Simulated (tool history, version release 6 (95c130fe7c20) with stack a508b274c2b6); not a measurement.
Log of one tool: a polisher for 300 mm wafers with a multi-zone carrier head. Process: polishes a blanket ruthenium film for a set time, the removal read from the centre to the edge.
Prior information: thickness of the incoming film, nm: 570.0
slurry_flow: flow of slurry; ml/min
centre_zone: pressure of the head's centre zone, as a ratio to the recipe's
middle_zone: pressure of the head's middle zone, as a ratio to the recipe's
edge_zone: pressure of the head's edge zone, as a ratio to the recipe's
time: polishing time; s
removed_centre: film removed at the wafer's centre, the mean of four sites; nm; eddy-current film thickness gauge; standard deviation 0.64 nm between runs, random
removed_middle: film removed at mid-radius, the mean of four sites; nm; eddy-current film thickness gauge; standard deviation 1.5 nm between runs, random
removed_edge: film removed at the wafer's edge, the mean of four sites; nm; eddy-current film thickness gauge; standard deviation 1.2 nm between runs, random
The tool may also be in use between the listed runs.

| run | hour | slurry_flow | centre_zone | middle_zone | edge_zone | time | removed_centre | removed_middle | removed_edge |
|---|---|---|---|---|---|---|---|---|---|
| 1 | 0.0 | 295 | 1.00 | 1.00 | 1.00 | 86 | 114.940 | 112.830 | 115.470 |
| 2 | 3.8 | 295 | 1.00 | 1.00 | 1.00 | 74 | 98.723 | 98.542 | 99.493 |
| 3 | 7.5 | 295 | 1.00 | 0.96 | 1.00 | 74 | 98.704 | 96.110 | 99.406 |
| 4 | 13.6 | 295 | 0.96 | 0.96 | 1.00 | 74 | 94.844 | 94.972 | 99.614 |
| 5 | 16.9 | 295 | 0.96 | 1.01 | 1.00 | 74 | 96.062 | 100.870 | 99.172 |
| 6 | 20.1 | 295 | 0.96 | 0.98 | 1.00 | 74 | 94.684 | 97.855 | 100.560 |

What will run 7 give?
|  | 28.5 | slurry nozzle cleaned |
| 7 | 28.5 | 300 | 0.96 | 0.99 | 1.00 | 74 | ? | ? | ? |

removed_centre: 101.470 nm
removed_middle: 102.410 nm
removed_edge: 102.240 nm
